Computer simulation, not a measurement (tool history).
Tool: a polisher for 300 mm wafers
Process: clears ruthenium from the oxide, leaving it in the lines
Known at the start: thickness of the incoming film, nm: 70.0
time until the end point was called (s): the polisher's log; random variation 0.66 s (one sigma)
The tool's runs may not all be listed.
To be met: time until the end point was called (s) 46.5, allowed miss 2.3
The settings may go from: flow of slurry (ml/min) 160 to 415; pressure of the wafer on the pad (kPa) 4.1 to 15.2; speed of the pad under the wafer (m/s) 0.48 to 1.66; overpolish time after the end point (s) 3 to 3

run,day,flow of slurry (ml/min),pressure of the wafer on the pad (kPa),speed of the pad under the wafer (m/s),overpolish time after the end point (s),time until the end point was called (s)
1,0,265,9.7,1.06,3,76.045
2,0.025,265,9.7,0.82,3,93.076
3,0.308,265,11.7,0.88,3,74.76
4,0.388,265,13.1,0.96,3,62.821
5,0.662,265,13.8,1.02,3,53.49
6,0.758,265,11.7,1.02,3,63.249
7,0.825,265,13.1,1.04,3,56.126
8,1.083,265,13.8,1.04,3,54.738

Which of these 5 next moves meets every target?
A,1.342,245,15.2,1.28,3,?
B,1.342,265,13.1,1.1,3,?
C,1.342,160,11.7,1.14,3,?
D,1.342,240,15.2,1.28,3,?
E,1.342,235,15.2,1.1,3,?

move,time until the end point was called (s)
A,40.953
B,54.14
C,64.381
D,41.088
E,47.782
A: takes the result that was furthest off past its target
B: nearer than the last run, and not there yet
C: further off than the last run
D: takes the result that was furthest off past its target
E: meets every target
Answer: E

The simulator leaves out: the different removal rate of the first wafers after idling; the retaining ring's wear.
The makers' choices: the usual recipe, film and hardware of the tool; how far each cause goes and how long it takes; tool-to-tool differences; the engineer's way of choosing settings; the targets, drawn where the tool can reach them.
